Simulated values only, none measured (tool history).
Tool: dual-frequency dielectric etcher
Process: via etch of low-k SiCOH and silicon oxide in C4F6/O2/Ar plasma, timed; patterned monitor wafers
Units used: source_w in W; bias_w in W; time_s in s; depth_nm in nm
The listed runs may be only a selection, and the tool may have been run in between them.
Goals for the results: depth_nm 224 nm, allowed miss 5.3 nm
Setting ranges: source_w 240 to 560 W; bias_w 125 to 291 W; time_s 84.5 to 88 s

| run | hour | source_w | bias_w | time_s | depth_nm |
|---|---|---|---|---|---|
| 1 | 0 | 400 | 208 | 84.5 | 258.55 |
| 2 | 9 | 370 | 208 | 84.5 | 255.38 |
| 3 | 15.8 | 370 | 208 | 84.5 | 252.46 |
| 4 | 18.6 | 370 | 193 | 84.5 | 245.57 |
| 5 | 25.6 | 350 | 189 | 84.5 | 239.11 |
| 6 | 31.7 | 350 | 189 | 88 | 247.71 |
| 7 | 36.1 | 330 | 186 | 88 | 238.66 |
| 8 | 43 | 320 | 185 | 88 | 232.65 |

Exercise: of the 4 proposed moves below, exactly one satisfies all targets within the stated allowed misses. Which move is it?
| A | 49.9 | 310 | 162 | 88 | ? |
| B | 49.9 | 300 | 198 | 88 | ? |
| C | 49.9 | 310 | 188 | 88 | ? |
| D | 49.9 | 320 | 192 | 88 | ? |

| move | depth_nm |
|---|---|
| A | 222.51 |
| B | 233.39 |
| C | 233.44 |
| D | 238.98 |
A: hits every target within its allowed miss
B: its largest miss is bigger than the last run's
C: its largest miss is bigger than the last run's
D: its largest miss is bigger than the last run's
A meets every target.
